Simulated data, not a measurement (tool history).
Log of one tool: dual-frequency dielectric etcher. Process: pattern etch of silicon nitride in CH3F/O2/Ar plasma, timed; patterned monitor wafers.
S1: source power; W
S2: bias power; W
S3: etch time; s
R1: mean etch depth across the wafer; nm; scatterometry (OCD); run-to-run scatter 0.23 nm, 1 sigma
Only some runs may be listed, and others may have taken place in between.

| run | hour | S1 | S2 | S3 | R1 |
|---|---|---|---|---|---|
| 1 | 0.0 | 510 | 63 | 60.0 | 40.412 |
| 2 | 3.0 | 470 | 63 | 60.0 | 39.179 |
| 3 | 9.4 | 470 | 63 | 62.5 | 40.903 |
| 4 | 13.3 | 400 | 63 | 62.5 | 39.124 |
| 5 | 15.0 | 400 | 73 | 62.5 | 40.891 |
| 6 | 22.5 | 430 | 74 | 62.5 | 42.647 |
| 7 | 27.3 | 450 | 74 | 62.5 | 43.027 |
| 8 | 29.6 | 460 | 74 | 62.5 | 43.128 |
| 9 | 33.7 | 460 | 74 | 62.5 | 42.938 |
| 10 | 34.6 | 480 | 74 | 62.5 | 43.433 |

Run 11 is up next; what results do you expect?
| 11 | 39.2 | 490 | 74 | 62.5 | ? |

Run 11 yielded R1 44.009 nm.
